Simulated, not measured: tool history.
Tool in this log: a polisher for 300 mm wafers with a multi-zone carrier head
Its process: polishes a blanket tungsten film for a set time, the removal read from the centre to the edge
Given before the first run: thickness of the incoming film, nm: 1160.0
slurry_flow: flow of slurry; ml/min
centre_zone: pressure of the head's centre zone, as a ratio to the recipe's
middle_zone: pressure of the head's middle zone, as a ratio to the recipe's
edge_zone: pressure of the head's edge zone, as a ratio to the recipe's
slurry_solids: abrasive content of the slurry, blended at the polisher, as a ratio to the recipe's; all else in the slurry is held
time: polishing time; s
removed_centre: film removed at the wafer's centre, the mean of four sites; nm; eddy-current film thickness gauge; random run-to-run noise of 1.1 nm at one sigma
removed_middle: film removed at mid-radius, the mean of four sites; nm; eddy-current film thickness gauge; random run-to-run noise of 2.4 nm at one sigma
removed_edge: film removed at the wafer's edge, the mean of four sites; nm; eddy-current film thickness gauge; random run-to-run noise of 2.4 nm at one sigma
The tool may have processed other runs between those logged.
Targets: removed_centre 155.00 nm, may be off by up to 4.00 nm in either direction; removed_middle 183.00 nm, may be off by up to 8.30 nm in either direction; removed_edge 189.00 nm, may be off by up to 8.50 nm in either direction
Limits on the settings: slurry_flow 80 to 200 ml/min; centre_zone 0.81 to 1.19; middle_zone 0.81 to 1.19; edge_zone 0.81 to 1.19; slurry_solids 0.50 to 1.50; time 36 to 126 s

run	hour	slurry_flow	centre_zone	middle_zone	edge_zone	slurry_solids	time	removed_centre	removed_middle	removed_edge
1	0.0	130	1.00	1.00	1.00	1.00	81	213.86	212.75	221.38
2	1.2	120	0.96	0.99	0.98	0.95	81	199.22	198.60	212.55
3	2.0	110	0.96	0.99	0.98	0.95	81	193.57	200.96	211.82
4	6.9	105	0.93	0.99	0.96	0.90	81	188.40	191.94	204.33
5	9.6	105	0.86	0.99	0.96	0.90	81	171.20	192.99	204.27
6	16.6	100	0.85	0.99	0.95	0.90	81	169.96	195.15	202.88
7	19.0	95	0.84	0.99	0.94	0.85	81	161.96	190.64	196.05
8	25.4	95	0.84	0.99	0.94	0.85	81	160.71	195.68	194.84
9	29.1	95	0.84	0.98	0.94	0.85	81	160.42	187.64	196.03
10	30.0	95	0.84	0.98	0.93	0.85	81	161.72	187.53	198.46

Which one of the following 4 next-run settings gets every result inside its allowed miss? There is exactly one.
A	30.9	120	0.92	0.96	0.94	0.90	73	?	?	?
B	30.9	105	0.89	1.06	0.98	0.85	76	?	?	?
C	30.9	85	0.85	1.01	0.94	0.75	81	?	?	?
D	30.9	80	0.93	0.97	0.93	0.80	79	?	?	?

move	removed_centre	removed_middle	removed_edge
A	168.83	174.37	185.15
B	163.66	190.57	190.94
C	155.07	182.77	189.62
D	165.18	172.16	184.80
A: lands further from the targets than the last run did
B: lands further from the targets than the last run did
C: all results land within tolerance of their targets
D: lands further from the targets than the last run did
C meets every target.
